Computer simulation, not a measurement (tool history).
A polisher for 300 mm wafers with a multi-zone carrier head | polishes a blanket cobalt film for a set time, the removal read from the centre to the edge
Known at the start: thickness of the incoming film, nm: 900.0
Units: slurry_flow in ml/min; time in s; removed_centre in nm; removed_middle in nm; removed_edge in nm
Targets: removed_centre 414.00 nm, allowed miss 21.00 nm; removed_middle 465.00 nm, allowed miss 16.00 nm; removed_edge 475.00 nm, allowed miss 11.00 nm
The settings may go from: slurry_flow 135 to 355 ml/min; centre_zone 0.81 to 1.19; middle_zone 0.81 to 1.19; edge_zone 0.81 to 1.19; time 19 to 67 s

run,hour,slurry_flow,centre_zone,middle_zone,edge_zone,time,removed_centre,removed_middle,removed_edge
1,0.0,225,1.00,1.00,1.00,43,350.36,393.94,384.14
2,5.9,225,1.00,1.00,1.00,50,405.32,457.90,445.88
3,7.7,230,1.00,1.00,1.02,50,412.46,448.42,447.80
4,14.6,230,0.99,1.00,1.03,50,409.97,454.51,451.70
5,21.5,230,0.99,1.00,1.03,56,454.97,512.25,506.12
6,25.0,195,0.99,1.00,1.03,56,443.60,498.29,502.45
7,32.0,190,0.99,0.99,1.02,56,439.50,489.32,492.00
8,40.5,190,0.99,0.99,1.02,56,442.44,493.31,493.39
9,41.3,180,0.98,0.98,1.02,56,436.62,488.02,486.64
10,47.2,175,0.97,0.97,1.03,56,421.63,477.90,491.95
11,55.3,170,0.97,0.97,1.02,56,435.74,480.53,488.85

4 next moves are on the table. One of them brings every result within its allowed miss. Which?
A,63.4,210,0.99,1.01,1.10,51,?,?,?
B,63.4,150,0.93,0.93,1.06,58,?,?,?
C,63.4,220,0.98,0.88,0.98,58,?,?,?
D,63.4,145,0.99,1.01,1.17,55,?,?,?

move,removed_centre,removed_middle,removed_edge
A,410.39,466.17,471.26
B,411.83,468.51,505.98
C,464.74,475.53,509.59
D,413.30,472.85,501.63
A: meets every target
B: further off than the last run
C: further off than the last run
D: further off than the last run
Answer: A

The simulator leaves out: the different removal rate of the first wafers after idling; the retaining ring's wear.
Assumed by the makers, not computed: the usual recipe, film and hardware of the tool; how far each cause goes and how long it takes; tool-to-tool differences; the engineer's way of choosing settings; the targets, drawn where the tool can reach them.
